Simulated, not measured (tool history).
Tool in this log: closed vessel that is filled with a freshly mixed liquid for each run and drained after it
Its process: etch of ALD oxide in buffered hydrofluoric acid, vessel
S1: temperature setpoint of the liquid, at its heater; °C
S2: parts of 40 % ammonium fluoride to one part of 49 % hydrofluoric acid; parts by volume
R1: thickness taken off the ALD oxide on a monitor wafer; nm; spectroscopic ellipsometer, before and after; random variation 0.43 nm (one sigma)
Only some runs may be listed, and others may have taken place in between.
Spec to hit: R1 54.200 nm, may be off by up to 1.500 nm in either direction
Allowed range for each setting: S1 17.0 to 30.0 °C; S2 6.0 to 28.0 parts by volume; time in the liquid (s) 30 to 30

run 1 hour=0.0 | S1=22.0 S2=17.0 time_in_the_liquid_(s)=30 | R1=32.580
run 2 hour=1.4 | S1=22.0 S2=19.5 time_in_the_liquid_(s)=30 | R1=28.801
run 3 hour=4.5 | S1=23.5 S2=18.5 time_in_the_liquid_(s)=30 | R1=32.561
run 4 hour=11.4 | S1=24.5 S2=18.0 time_in_the_liquid_(s)=30 | R1=35.460
run 5 hour=16.9 | S1=27.5 S2=18.0 time_in_the_liquid_(s)=30 | R1=41.391
run 6 hour=19.5 | S1=27.5 S2=18.0 time_in_the_liquid_(s)=30 | R1=41.835
run 7 hour=20.4 | S1=28.0 S2=17.5 time_in_the_liquid_(s)=30 | R1=44.077
run 8 hour=23.7 | S1=28.5 S2=17.0 time_in_the_liquid_(s)=30 | R1=47.038

Exactly one of the 4 candidate moves below puts every result within its allowed miss. Which one?
run A hour=27.0 | S1=24.5 S2=11.0 time_in_the_liquid_(s)=30 | R1=?
run B hour=27.0 | S1=30.0 S2=15.0 time_in_the_liquid_(s)=30 | R1=?
run C hour=27.0 | S1=28.5 S2=21.0 time_in_the_liquid_(s)=30 | R1=?
run D hour=27.0 | S1=28.5 S2=14.5 time_in_the_liquid_(s)=30 | R1=?

move=A R1=56.574
move=B R1=56.049
move=C R1=37.746
move=D R1=53.529
A: takes the biggest miss from the last run beyond its target
B: takes the biggest miss from the last run beyond its target
C: lands further from the targets than the last run did
D: every result within its allowed miss
Correct choice: D, which meets every target
